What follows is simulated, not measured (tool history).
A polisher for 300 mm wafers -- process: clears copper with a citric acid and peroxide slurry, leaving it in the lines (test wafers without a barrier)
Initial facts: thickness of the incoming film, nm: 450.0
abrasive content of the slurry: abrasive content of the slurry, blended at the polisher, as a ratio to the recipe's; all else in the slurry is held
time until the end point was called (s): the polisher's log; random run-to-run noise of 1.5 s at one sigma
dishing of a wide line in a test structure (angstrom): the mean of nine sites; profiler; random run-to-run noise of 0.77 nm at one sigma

| run | hour | flow of slurry (ml/min) | pressure of the wafer on the pad (kPa) | speed of the pad under the wafer (cm/s) | abrasive content of the slurry | overpolish time after the end point (s) | time until the end point was called (s) | dishing of a wide line in a test structure (angstrom) |
|---|---|---|---|---|---|---|---|---|
| 1 | 0.0 | 290 | 27.6 | 122 | 1.0 | 30 | 135.87 | 495.71 |
| 2 | 0.9 | 265 | 27.6 | 122 | 1.0 | 30 | 135.72 | 497.47 |
| 3 | 5.7 | 265 | 26.2 | 122 | 1.0 | 35 | 141.60 | 526.31 |
| 4 | 12.6 | 315 | 26.2 | 122 | 1.0 | 35 | 140.61 | 540.55 |
| 5 | 15.7 | 315 | 22.8 | 122 | 1.0 | 35 | 158.76 | 488.18 |
| 6 | 18.2 | 315 | 22.8 | 122 | 1.0 | 39 | 159.99 | 525.07 |
| 7 | 26.0 | 315 | 22.8 | 122 | 1.0 | 42 | 161.93 | 539.53 |
| 8 | 33.9 | 315 | 22.8 | 122 | 1.0 | 44 | 160.87 | 547.10 |

Run 9 is up next; what results do you expect?
| 9 | 38.7 | 315 | 22.8 | 122 | 1.0 | 46 | ? | ? |

time until the end point was called (s): 159.90
dishing of a wide line in a test structure (angstrom): 564.09

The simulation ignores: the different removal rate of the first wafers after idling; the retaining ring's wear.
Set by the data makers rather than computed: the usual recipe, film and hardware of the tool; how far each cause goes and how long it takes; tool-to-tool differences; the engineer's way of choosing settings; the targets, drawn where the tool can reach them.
